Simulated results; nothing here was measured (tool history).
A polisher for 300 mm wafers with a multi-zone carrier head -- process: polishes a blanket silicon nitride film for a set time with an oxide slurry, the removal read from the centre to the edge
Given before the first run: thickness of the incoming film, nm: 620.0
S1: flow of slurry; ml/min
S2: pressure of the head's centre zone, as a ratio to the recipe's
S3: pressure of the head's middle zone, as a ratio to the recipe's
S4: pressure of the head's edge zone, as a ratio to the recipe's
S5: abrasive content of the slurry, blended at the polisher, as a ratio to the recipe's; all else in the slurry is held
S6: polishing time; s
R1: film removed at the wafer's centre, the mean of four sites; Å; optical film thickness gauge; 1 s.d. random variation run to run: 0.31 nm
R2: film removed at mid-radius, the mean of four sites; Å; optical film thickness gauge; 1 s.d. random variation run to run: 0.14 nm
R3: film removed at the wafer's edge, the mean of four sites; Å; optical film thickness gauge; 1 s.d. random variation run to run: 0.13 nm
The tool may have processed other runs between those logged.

| run | day | S1 | S2 | S3 | S4 | S5 | S6 | R1 | R2 | R3 |
|---|---|---|---|---|---|---|---|---|---|---|
| 1 | 0.000 | 265 | 1.00 | 1.00 | 1.00 | 1.00 | 39 | 215.93 | 213.07 | 212.96 |
| 2 | 0.317 | 260 | 1.00 | 0.99 | 0.99 | 1.00 | 39 | 216.60 | 211.31 | 215.83 |
| 3 | 0.533 | 260 | 1.00 | 0.99 | 0.99 | 0.90 | 39 | 203.78 | 199.66 | 199.00 |
| 4 | 0.779 | 255 | 1.01 | 0.98 | 0.99 | 0.90 | 39 | 207.51 | 196.39 | 199.59 |
| 5 | 1.092 | 250 | 1.01 | 0.98 | 0.99 | 0.90 | 39 | 207.97 | 196.32 | 199.75 |
| 6 | 1.358 | 250 | 1.01 | 0.98 | 0.99 | 0.90 | 30 | 157.40 | 151.27 | 153.73 |
| 7 | 1.458 | 255 | 1.03 | 0.99 | 1.01 | 0.95 | 30 | 165.03 | 158.70 | 159.86 |
| 8 | 1.533 | 260 | 1.05 | 0.99 | 1.03 | 1.00 | 30 | 172.88 | 164.34 | 166.07 |
| 9 | 1.667 | 265 | 1.06 | 0.99 | 1.05 | 1.05 | 30 | 178.95 | 166.87 | 173.21 |
| 10 | 1.938 | 275 | 1.07 | 1.00 | 1.07 | 1.05 | 30 | 185.42 | 169.82 | 174.91 |
| 11 | 2.229 | 285 | 1.07 | 1.00 | 1.09 | 1.05 | 30 | 188.44 | 169.89 | 177.35 |
| 12 | 2.579 | 285 | 1.07 | 1.00 | 1.09 | 1.05 | 30 | 183.38 | 170.60 | 177.20 |
| 13 | 2.767 | 285 | 1.07 | 1.00 | 1.09 | 1.05 | 30 | 181.06 | 168.62 | 175.78 |

The next listed run, before its measurement:
| 14 | 2.854 | 285 | 1.08 | 1.00 | 1.10 | 1.05 | 30 | ? | ? | ? |

{"run 14": {"R1": 189.63, "R2": 172.06, "R3": 175.8}}
